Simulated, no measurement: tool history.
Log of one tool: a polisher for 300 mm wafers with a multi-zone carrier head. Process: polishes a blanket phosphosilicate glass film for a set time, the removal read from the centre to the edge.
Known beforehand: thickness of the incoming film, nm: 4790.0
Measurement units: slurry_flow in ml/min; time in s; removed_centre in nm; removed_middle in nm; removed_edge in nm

run,hour,slurry_flow,centre_zone,middle_zone,edge_zone,slurry_solids,time,removed_centre,removed_middle,removed_edge
1,0.0,155,1.00,1.00,1.00,1.0,73,362.61,365.16,372.33
2,1.9,150,1.02,0.98,1.00,1.0,73,374.90,356.14,359.46
3,4.7,150,1.05,0.98,1.00,1.0,73,380.82,354.20,360.96
4,7.8,150,1.11,0.98,1.00,1.0,73,398.42,354.23,367.20
5,12.6,185,1.11,0.98,1.00,1.0,73,412.32,369.74,381.66
6,15.8,180,1.11,0.96,1.01,1.0,73,412.65,367.22,379.54
7,24.0,170,1.11,0.94,1.03,1.0,73,413.67,350.39,374.49
8,30.4,165,1.10,0.93,1.05,1.0,73,407.28,345.22,386.54
9,32.6,160,1.10,0.92,1.05,1.0,73,399.98,340.47,371.95
10,38.4,155,1.10,0.91,1.06,1.0,73,399.28,338.18,381.39
11,43.6,150,1.11,0.90,1.06,1.0,73,398.49,331.53,379.35
12,52.3,145,1.12,0.89,1.06,1.0,73,396.77,323.35,369.93

Forecast run 13:
13,61.3,145,1.12,0.89,1.07,1.0,73,?,?,?

Run 13 measured removed_centre 404.76 nm, removed_middle 326.37 nm, removed_edge 379.45 nm.
